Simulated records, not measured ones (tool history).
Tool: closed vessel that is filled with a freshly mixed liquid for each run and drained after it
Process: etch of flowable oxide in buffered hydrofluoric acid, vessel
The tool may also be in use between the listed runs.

| run | hour | temperature setpoint of the liquid (C) | parts of 40 % ammonium fluoride to one part of 49 % hydrofluoric acid (parts by volume) | time in the liquid (s) | thickness taken off the flowable oxide on a monitor wafer (Å) |
|---|---|---|---|---|---|
| 1 | 0.0 | 24.0 | 11 | 90 | 1870.0 |
| 2 | 7.5 | 22.0 | 11 | 90 | 1690.0 |
| 3 | 8.4 | 22.0 | 11 | 95 | 1767.1 |
| 4 | 16.5 | 22.0 | 11 | 95 | 1773.8 |
| 5 | 20.1 | 20.5 | 11 | 95 | 1656.3 |
| 6 | 28.9 | 22.0 | 11 | 95 | 1762.9 |

Run 7 comes next. What will it give?
| 7 | 36.8 | 20.5 | 11 | 95 | ? |

{"run 7": {"thickness taken off the flowable oxide on a monitor wafer (Å)": 1644.6}}

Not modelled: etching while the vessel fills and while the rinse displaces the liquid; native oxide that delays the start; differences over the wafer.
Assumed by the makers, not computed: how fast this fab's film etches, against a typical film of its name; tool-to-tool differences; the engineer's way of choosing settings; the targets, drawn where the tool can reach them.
